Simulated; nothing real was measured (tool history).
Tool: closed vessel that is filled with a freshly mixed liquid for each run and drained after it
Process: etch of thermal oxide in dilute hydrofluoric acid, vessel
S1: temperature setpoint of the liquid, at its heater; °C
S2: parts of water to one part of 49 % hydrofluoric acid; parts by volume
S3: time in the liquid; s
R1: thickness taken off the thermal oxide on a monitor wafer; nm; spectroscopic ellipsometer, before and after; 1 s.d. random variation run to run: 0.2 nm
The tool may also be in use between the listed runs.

{"run": 1, "hour": 0.0, "S1": 23, "S2": 245, "S3": 1250, "R1": 19.748}
{"run": 2, "hour": 2.7, "S1": 23, "S2": 325, "S3": 1250, "R1": 13.888}
{"run": 3, "hour": 11.1, "S1": 24.5, "S2": 310, "S3": 1250, "R1": 15.62}
{"run": 4, "hour": 12.3, "S1": 24.5, "S2": 310, "S3": 1250, "R1": 15.635}
{"run": 5, "hour": 19.3, "S1": 24.5, "S2": 310, "S3": 1345, "R1": 16.846}
{"run": 6, "hour": 26.4, "S1": 24.5, "S2": 310, "S3": 1250, "R1": 15.162}

For run 7, what comes out?
{"run": 7, "hour": 30.3, "S1": 25.5, "S2": 295, "S3": 1250, "R1": "?"}

R1: 17.311 nm

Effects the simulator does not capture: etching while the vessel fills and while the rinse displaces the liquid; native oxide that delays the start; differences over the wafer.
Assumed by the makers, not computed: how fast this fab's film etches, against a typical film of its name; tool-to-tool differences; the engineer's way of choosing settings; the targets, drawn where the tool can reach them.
